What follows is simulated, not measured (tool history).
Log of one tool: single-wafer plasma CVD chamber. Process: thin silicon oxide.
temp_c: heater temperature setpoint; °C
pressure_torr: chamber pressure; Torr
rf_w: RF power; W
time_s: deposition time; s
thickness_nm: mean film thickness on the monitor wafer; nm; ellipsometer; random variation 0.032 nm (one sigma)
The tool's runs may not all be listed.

run  hour  temp_c  pressure_torr  rf_w  time_s  thickness_nm
  1     0     375           0.61   350    6.12        9.1233
  2   4.4     370           0.61   350    6.12        9.1827
  3   8.2     362           0.61   350    6.12        9.2253
  4  13.5     352           0.61   350    6.12        9.3035
  5  15.1     352          0.571   350    6.12        8.7502
  6  22.2     361          0.571   350    6.12        8.7132
  7  27.8     361           0.54   350    6.12        8.1934
  8  29.9     361          0.522   350    6.12        7.8986

Forecast run 9:
  9  37.5     361          0.511   350    6.12             ?

Run 9 gave thickness_nm 7.7424 nm.

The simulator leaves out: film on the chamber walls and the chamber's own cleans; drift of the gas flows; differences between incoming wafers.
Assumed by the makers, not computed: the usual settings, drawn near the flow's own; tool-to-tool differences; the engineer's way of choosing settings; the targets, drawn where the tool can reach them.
